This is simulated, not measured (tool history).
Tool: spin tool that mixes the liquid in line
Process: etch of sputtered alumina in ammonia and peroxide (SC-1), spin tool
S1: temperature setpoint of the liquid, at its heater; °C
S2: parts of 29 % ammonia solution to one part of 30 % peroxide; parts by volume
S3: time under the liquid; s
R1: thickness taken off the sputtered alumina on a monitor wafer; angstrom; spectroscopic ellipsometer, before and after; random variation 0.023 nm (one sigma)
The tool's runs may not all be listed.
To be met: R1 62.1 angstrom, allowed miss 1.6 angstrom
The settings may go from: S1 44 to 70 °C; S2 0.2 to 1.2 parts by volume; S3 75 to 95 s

run,day,S1,S2,S3,R1
1,0,60,0.8,95,97.131
2,0.162,60,1,95,98.659
3,0.2,60,1.15,95,100.37
4,0.467,59,1.15,95,95.402
5,0.496,58,1.15,95,91.18
6,0.817,58,1.15,95,89.737
7,0.867,57.5,1.15,95,88.092
8,1.029,57,1.15,95,85.709
9,1.225,56.5,1.15,95,83.647
10,1.417,56,1.15,95,81.603
11,1.608,55.5,1.15,95,79.436
12,1.842,55,1.15,95,76.575
13,1.992,50.5,1.15,95,60.377

5 next moves are on the table. One of them brings every result within its allowed miss. Which?
A,2.142,50,1.2,95,?
B,2.142,50,1.15,95,?
C,2.142,53,1.1,85,?
D,2.142,54.5,0.95,75,?
E,2.142,49.5,1.2,95,?

move,R1
A,58.814
B,58.576
C,61.681
D,58.272
E,57.179
A: further off than the last run
B: further off than the last run
C: meets every target
D: further off than the last run
E: further off than the last run
The right move is C.

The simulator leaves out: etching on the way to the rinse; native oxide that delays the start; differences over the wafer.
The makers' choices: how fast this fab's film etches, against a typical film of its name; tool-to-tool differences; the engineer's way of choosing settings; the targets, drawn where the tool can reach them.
